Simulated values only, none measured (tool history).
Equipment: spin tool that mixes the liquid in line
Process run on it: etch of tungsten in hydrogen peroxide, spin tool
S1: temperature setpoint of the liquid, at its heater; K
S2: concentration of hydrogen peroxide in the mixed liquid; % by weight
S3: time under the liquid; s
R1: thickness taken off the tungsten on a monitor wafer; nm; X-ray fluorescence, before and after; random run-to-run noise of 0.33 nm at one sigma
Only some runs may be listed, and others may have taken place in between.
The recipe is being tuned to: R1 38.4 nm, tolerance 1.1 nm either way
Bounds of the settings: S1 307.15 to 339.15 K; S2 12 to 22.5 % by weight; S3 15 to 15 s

{"run": 1, "hour": 0.0, "S1": 323.15, "S2": 15.5, "S3": 15, "R1": 16.386}
{"run": 2, "hour": 6.9, "S1": 325.65, "S2": 15.5, "S3": 15, "R1": 19.247}
{"run": 3, "hour": 11.8, "S1": 321.15, "S2": 15.5, "S3": 15, "R1": 14.533}
{"run": 4, "hour": 12.8, "S1": 327.15, "S2": 15.5, "S3": 15, "R1": 21.23}
{"run": 5, "hour": 14.8, "S1": 328.65, "S2": 15.5, "S3": 15, "R1": 23.021}
{"run": 6, "hour": 20.0, "S1": 328.65, "S2": 15.5, "S3": 15, "R1": 23.28}
{"run": 7, "hour": 28.2, "S1": 330.15, "S2": 15.5, "S3": 15, "R1": 25.395}
{"hour": 36.9, "done": "heated supply line repaired"}
{"run": 8, "hour": 36.9, "S1": 331.15, "S2": 15.5, "S3": 15, "R1": 32.428}
{"run": 9, "hour": 45.2, "S1": 333.15, "S2": 15.5, "S3": 15, "R1": 36.085}

Exercise: of the 4 proposed moves below, exactly one satisfies all targets within the stated allowed misses. Which move is it?
{"run": "A", "hour": 53.5, "S1": 332.15, "S2": 15.5, "S3": 15, "R1": "?"}
{"run": "B", "hour": 53.5, "S1": 332.15, "S2": 16.5, "S3": 15, "R1": "?"}
{"run": "C", "hour": 53.5, "S1": 331.15, "S2": 16.5, "S3": 15, "R1": "?"}
{"run": "D", "hour": 53.5, "S1": 335.15, "S2": 13.5, "S3": 15, "R1": "?"}

move=A R1=34.081
move=B R1=35.163
move=C R1=33.181
move=D R1=37.776
A: its largest miss is bigger than the last run's
B: its largest miss is bigger than the last run's
C: its largest miss is bigger than the last run's
D: in spec on every target
Go with D: it meets all targets.
